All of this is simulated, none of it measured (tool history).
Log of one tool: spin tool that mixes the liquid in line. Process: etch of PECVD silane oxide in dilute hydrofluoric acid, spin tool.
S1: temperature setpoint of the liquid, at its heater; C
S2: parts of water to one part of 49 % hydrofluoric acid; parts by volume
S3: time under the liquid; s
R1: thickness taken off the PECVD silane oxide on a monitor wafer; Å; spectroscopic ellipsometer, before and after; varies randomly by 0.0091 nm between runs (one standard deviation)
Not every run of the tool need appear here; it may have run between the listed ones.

{"run": 1, "hour": 0.0, "S1": 21.0, "S2": 165, "S3": 20, "R1": 30.845}
{"run": 2, "hour": 6.1, "S1": 19.5, "S2": 165, "S3": 20, "R1": 29.117}
{"run": 3, "hour": 7.7, "S1": 19.0, "S2": 180, "S3": 20, "R1": 25.79}
{"run": 4, "hour": 11.0, "S1": 21.5, "S2": 180, "S3": 20, "R1": 28.663}
{"run": 5, "hour": 17.1, "S1": 21.5, "S2": 180, "S3": 20, "R1": 28.098}
{"run": 6, "hour": 18.5, "S1": 21.5, "S2": 180, "S3": 15, "R1": 21.288}
{"run": 7, "hour": 26.4, "S1": 23.0, "S2": 185, "S3": 15, "R1": 21.997}
{"run": 8, "hour": 31.1, "S1": 24.0, "S2": 190, "S3": 15, "R1": 22.011}
{"run": 9, "hour": 35.0, "S1": 24.0, "S2": 200, "S3": 15, "R1": 20.659}
{"run": 10, "hour": 35.7, "S1": 24.0, "S2": 205, "S3": 15, "R1": 19.986}
{"run": 11, "hour": 38.2, "S1": 24.0, "S2": 210, "S3": 15, "R1": 19.28}
{"run": 12, "hour": 46.1, "S1": 24.0, "S2": 210, "S3": 15, "R1": 19.567}
{"run": 13, "hour": 54.8, "S1": 24.0, "S2": 215, "S3": 15, "R1": 18.737}
{"run": 14, "hour": 61.4, "S1": 24.0, "S2": 220, "S3": 15, "R1": 18.246}
{"run": 15, "hour": 67.2, "S1": 24.0, "S2": 220, "S3": 15, "R1": 18.384}
{"run": 16, "hour": 70.8, "S1": 24.0, "S2": 225, "S3": 15, "R1": 17.613}
{"run": 17, "hour": 75.2, "S1": 24.0, "S2": 230, "S3": 15, "R1": 17.337}

The next listed run, before its measurement:
{"run": 18, "hour": 81.6, "S1": 24.5, "S2": 235, "S3": 15, "R1": "?"}

Run 18 gave R1 17.289 Å.

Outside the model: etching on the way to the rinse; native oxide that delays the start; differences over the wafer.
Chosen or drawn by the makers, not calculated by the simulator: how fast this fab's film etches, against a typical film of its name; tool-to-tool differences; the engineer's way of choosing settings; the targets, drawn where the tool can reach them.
